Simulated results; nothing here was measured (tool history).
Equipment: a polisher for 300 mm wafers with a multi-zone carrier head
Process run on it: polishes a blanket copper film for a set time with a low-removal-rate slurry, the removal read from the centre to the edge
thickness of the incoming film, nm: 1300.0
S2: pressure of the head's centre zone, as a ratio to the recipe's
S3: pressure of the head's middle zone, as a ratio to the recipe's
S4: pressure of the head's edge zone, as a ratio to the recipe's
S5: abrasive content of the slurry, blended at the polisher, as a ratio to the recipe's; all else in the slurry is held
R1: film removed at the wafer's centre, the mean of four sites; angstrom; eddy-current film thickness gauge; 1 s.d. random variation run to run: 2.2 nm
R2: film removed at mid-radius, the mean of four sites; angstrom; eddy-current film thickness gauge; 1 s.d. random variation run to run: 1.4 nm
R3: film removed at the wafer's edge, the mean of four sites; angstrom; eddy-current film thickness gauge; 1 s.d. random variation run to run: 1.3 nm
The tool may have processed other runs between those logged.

{"run": 1, "day": 0.0, "flow of slurry (ml/min)": 180, "S2": 1.0, "S3": 1.0, "S4": 1.0, "S5": 1.0, "polishing time (s)": 89, "R1": 1740.6, "R2": 1739.2, "R3": 1651.3}
{"run": 2, "day": 0.233, "flow of slurry (ml/min)": 180, "S2": 1.0, "S3": 1.0, "S4": 1.0, "S5": 0.85, "polishing time (s)": 89, "R1": 1730.5, "R2": 1712.2, "R3": 1632.0}
{"run": 3, "day": 0.433, "flow of slurry (ml/min)": 180, "S2": 1.0, "S3": 1.0, "S4": 1.0, "S5": 0.7, "polishing time (s)": 89, "R1": 1630.9, "R2": 1654.2, "R3": 1552.7}
{"run": 4, "day": 0.671, "flow of slurry (ml/min)": 170, "S2": 1.01, "S3": 1.0, "S4": 0.96, "S5": 0.65, "polishing time (s)": 89, "R1": 1658.9, "R2": 1638.8, "R3": 1521.1}
{"run": 5, "day": 0.888, "flow of slurry (ml/min)": 170, "S2": 1.01, "S3": 0.96, "S4": 0.96, "S5": 0.65, "polishing time (s)": 89, "R1": 1639.0, "R2": 1564.6, "R3": 1520.8}
{"run": 6, "day": 1.042, "flow of slurry (ml/min)": 170, "S2": 1.01, "S3": 0.96, "S4": 0.89, "S5": 0.65, "polishing time (s)": 89, "R1": 1661.3, "R2": 1594.2, "R3": 1459.2}

Run 7, settings as shown, results not yet in. Your forecast:
{"run": 7, "day": 1.062, "flow of slurry (ml/min)": 165, "S2": 1.0, "S3": 0.96, "S4": 0.87, "S5": 0.6, "polishing time (s)": 89, "R1": "?", "R2": "?", "R3": "?"}

Run 7 came out at R1 1631.4 angstrom, R2 1536.3 angstrom, R3 1431.8 angstrom.
